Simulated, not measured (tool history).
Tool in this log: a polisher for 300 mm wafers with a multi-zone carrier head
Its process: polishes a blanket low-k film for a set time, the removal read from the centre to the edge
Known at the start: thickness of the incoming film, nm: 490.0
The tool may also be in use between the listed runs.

run	hour	flow of slurry (ml/min)	pressure of the head's centre zone	pressure of the head's middle zone	pressure of the head's edge zone	abrasive content of the slurry	polishing time (s)	film removed at the wafer's centre (nm)	film removed at mid-radius (nm)	film removed at the wafer's edge (nm)
1	0.0	130	1.00	1.00	1.00	1.00	53	16.639	15.866	16.097
2	7.6	130	0.95	1.00	1.00	1.00	53	15.708	16.068	16.069
3	10.3	130	0.87	1.00	1.00	1.00	53	14.412	16.138	16.010
4	11.0	130	0.87	1.00	1.04	1.00	53	14.601	16.286	16.304
5	15.2	145	0.89	1.05	1.06	1.10	53	16.261	17.995	17.827
6	22.9	145	0.89	1.05	1.06	0.95	53	14.750	16.400	16.171
7	24.4	150	0.89	1.09	1.03	1.10	53	16.416	18.484	17.637
8	26.5	155	0.88	1.12	0.99	1.20	53	17.170	20.235	18.071

Predict the results of run 9:
9	33.4	165	0.88	1.14	1.00	1.25	53	?	?	?

film removed at the wafer's centre (nm): 17.632
film removed at mid-radius (nm): 21.379
film removed at the wafer's edge (nm): 18.627
